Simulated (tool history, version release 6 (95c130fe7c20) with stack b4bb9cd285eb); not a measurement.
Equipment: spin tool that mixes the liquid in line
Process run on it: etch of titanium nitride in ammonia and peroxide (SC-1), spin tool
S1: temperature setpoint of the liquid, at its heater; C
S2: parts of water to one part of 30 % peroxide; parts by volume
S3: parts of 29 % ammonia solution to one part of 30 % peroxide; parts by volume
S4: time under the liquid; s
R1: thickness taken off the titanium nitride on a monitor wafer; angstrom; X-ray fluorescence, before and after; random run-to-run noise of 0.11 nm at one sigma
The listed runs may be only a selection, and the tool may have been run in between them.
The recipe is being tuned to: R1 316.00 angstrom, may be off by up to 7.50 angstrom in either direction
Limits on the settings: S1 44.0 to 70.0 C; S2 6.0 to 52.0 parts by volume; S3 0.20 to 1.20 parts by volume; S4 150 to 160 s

run 1 hour=0.0 | S1=60.0 S2=29.0 S3=0.75 S4=150 | R1=193.88
run 2 hour=5.3 | S1=61.5 S2=29.0 S3=0.75 S4=150 | R1=213.62
run 3 hour=7.5 | S1=61.5 S2=23.5 S3=0.75 S4=150 | R1=240.73
run 4 hour=14.6 | S1=61.5 S2=23.5 S3=0.55 S4=150 | R1=227.80
run 5 hour=15.4 | S1=62.5 S2=23.5 S3=0.55 S4=150 | R1=241.13
run 6 hour=23.1 | S1=62.5 S2=29.5 S3=0.55 S4=150 | R1=212.91
run 7 hour=28.6 | S1=64.0 S2=29.5 S3=0.55 S4=150 | R1=234.31
run 8 hour=31.0 | S1=65.0 S2=29.5 S3=0.55 S4=150 | R1=249.66
run 9 hour=36.6 | S1=66.0 S2=29.5 S3=0.55 S4=150 | R1=265.18
run 10 hour=42.5 | S1=66.5 S2=29.5 S3=0.55 S4=150 | R1=275.97
run 11 hour=46.3 | S1=67.0 S2=29.5 S3=0.55 S4=150 | R1=282.20
run 12 hour=52.1 | S1=67.5 S2=29.5 S3=0.55 S4=150 | R1=293.62
run 13 hour=55.6 | S1=68.0 S2=29.5 S3=0.55 S4=150 | R1=302.93

Next run, 5 choices. One meets every target within its allowed miss, the rest don't. Which?
run A hour=59.1 | S1=67.0 S2=31.0 S3=0.65 S4=155 | R1=?
run B hour=59.1 | S1=66.5 S2=27.0 S3=0.45 S4=160 | R1=?
run C hour=59.1 | S1=67.0 S2=28.5 S3=0.55 S4=150 | R1=?
run D hour=59.1 | S1=69.5 S2=33.5 S3=0.55 S4=155 | R1=?
run E hour=59.1 | S1=66.5 S2=29.5 S3=0.45 S4=160 | R1=?

move=A R1=293.75
move=B R1=296.50
move=C R1=288.97
move=D R1=318.25
move=E R1=281.89
A: its largest miss is bigger than the last run's
B: its largest miss is bigger than the last run's
C: its largest miss is bigger than the last run's
D: all results land within tolerance of their targets
E: its largest miss is bigger than the last run's
Move D is the one to make.
